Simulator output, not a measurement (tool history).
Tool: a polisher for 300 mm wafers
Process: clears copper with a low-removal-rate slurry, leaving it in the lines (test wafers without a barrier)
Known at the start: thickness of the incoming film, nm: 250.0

run,hour,flow of slurry (ml/min),pressure of the wafer on the pad (kPa),speed of the pad under the wafer (m/s),abrasive content of the slurry,overpolish time after the end point (s),time until the end point was called (s),dishing of a wide line in a test structure (Å)
1,0,205,17.2,0.94,1,18,106.12,180.85
2,2.8,205,15.2,0.9,1,20,124.43,176.58
3,11.2,205,19.3,0.9,1,20,98.252,202.74
4,16,205,17.2,0.9,1,20,111.01,187.07
5,19.7,205,15.2,0.86,1,22,129.7,183.88
6,22.7,205,13.1,0.82,1,23,149.9,171

The next listed run, before its measurement:
7,29,205,11.7,0.78,1,24,?,?

time until the end point was called (s): 166.48
dishing of a wide line in a test structure (Å): 159.1
